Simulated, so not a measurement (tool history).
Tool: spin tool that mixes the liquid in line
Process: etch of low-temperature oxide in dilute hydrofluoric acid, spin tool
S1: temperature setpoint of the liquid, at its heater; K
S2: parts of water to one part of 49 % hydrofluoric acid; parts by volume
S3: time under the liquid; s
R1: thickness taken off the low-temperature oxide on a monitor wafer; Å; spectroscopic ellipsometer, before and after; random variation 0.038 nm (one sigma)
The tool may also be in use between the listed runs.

Run 1, hour 0.0: S1 295.15 K, S2 260 parts by volume, S3 55 s. Result: R1 21.123 Å.
Run 2, hour 2.3: S1 297.65 K, S2 220 parts by volume, S3 55 s. Result: R1 28.673 Å.
Run 3, hour 2.9: S1 296.15 K, S2 220 parts by volume, S3 55 s. Result: R1 26.606 Å.
Run 4, hour 10.9: S1 298.15 K, S2 220 parts by volume, S3 55 s. Result: R1 28.637 Å.
Run 5, hour 19.2: S1 299.65 K, S2 195 parts by volume, S3 55 s. Result: R1 35.321 Å.
Run 6, hour 20.2: S1 300.65 K, S2 185 parts by volume, S3 55 s. Result: R1 38.908 Å.
Run 7, hour 25.9: S1 301.65 K, S2 180 parts by volume, S3 55 s. Result: R1 42.103 Å.
Run 8, hour 31.8: S1 301.65 K, S2 180 parts by volume, S3 55 s. Result: R1 42.478 Å.
Run 9, hour 37.5: S1 302.15 K, S2 175 parts by volume, S3 55 s. Result: R1 44.505 Å.

Run 10 comes next. What will it give?
Run 10, hour 43.2: S1 302.65 K, S2 175 parts by volume, S3 55 s. Result: R1 ?.

R1: 44.925 Å
